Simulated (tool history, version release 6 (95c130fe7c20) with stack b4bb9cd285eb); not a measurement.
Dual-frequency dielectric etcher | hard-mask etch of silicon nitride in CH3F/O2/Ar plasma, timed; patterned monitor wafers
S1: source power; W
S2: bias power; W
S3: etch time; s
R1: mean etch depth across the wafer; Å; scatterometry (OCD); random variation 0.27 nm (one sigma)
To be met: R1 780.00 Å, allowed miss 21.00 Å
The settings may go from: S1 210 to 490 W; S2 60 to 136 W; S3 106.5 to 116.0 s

run 1 hour=0.0 | S1=350 S2=98 S3=116.0 | R1=945.38
run 2 hour=7.4 | S1=350 S2=98 S3=116.0 | R1=946.00
run 3 hour=11.0 | S1=350 S2=98 S3=116.0 | R1=944.05
run 4 hour=17.9 | S1=350 S2=115 S3=116.0 | R1=986.59
run 5 hour=23.4 | S1=330 S2=109 S3=114.0 | R1=923.92
run 6 hour=27.0 | S1=310 S2=108 S3=113.5 | R1=885.69
run 7 hour=30.4 | S1=300 S2=107 S3=113.5 | R1=872.94
run 8 hour=32.5 | S1=290 S2=106 S3=113.5 | R1=853.23
run 9 hour=39.2 | S1=280 S2=105 S3=113.5 | R1=833.63
run 10 hour=45.1 | S1=270 S2=105 S3=113.5 | R1=818.97

Which of these 4 next moves meets every target?
run A hour=51.0 | S1=330 S2=97 S3=116.0 | R1=?
run B hour=51.0 | S1=270 S2=103 S3=109.5 | R1=?
run C hour=51.0 | S1=280 S2=114 S3=116.0 | R1=?
run D hour=51.0 | S1=300 S2=98 S3=110.5 | R1=?

move=A R1=917.29
move=B R1=784.29
move=C R1=870.33
move=D R1=831.17
A: further off than the last run
B: meets every target
C: further off than the last run
D: further off than the last run
The right move is B.

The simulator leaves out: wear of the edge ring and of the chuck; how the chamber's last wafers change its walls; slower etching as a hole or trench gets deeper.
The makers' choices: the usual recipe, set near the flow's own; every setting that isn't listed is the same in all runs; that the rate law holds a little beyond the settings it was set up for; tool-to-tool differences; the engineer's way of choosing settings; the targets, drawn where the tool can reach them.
